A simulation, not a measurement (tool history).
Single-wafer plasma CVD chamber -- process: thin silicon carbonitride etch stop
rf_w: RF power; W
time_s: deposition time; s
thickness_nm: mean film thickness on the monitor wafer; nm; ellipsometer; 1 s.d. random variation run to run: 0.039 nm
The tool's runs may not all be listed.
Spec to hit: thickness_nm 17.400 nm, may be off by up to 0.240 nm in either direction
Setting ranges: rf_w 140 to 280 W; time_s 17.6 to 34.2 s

run,day,rf_w,time_s,thickness_nm
1,0.000,210,25.9,14.662
2,0.158,210,29.3,16.647
3,0.304,215,29.4,16.893
4,0.542,215,26.3,15.080
5,0.788,230,26.7,15.771
6,0.838,205,26.7,14.987
7,0.912,240,27.4,16.564
8,1.021,245,27.4,16.649
9,1.050,250,27.4,16.728
10,1.083,255,27.4,16.873
11,1.317,260,27.4,17.054
# day 1.479: RF generator calibrated
12,1.479,275,27.5,17.868
13,1.804,275,27.5,17.791
14,1.904,270,27.5,17.687

Which single option among these 4 for the next run brings every result within its allowed miss of target? Just one does.
A,2.004,260,26.7,?
B,2.004,265,27.4,?
C,2.004,275,27.8,?
D,2.004,230,30.0,?

move,thickness_nm
A,16.873
B,17.451
C,17.973
D,18.006
A: moves the result that the last run missed by most past its target, out the other side
B: every result within its allowed miss
C: its largest miss is bigger than the last run's
D: its largest miss is bigger than the last run's
Go with B: it meets all targets.

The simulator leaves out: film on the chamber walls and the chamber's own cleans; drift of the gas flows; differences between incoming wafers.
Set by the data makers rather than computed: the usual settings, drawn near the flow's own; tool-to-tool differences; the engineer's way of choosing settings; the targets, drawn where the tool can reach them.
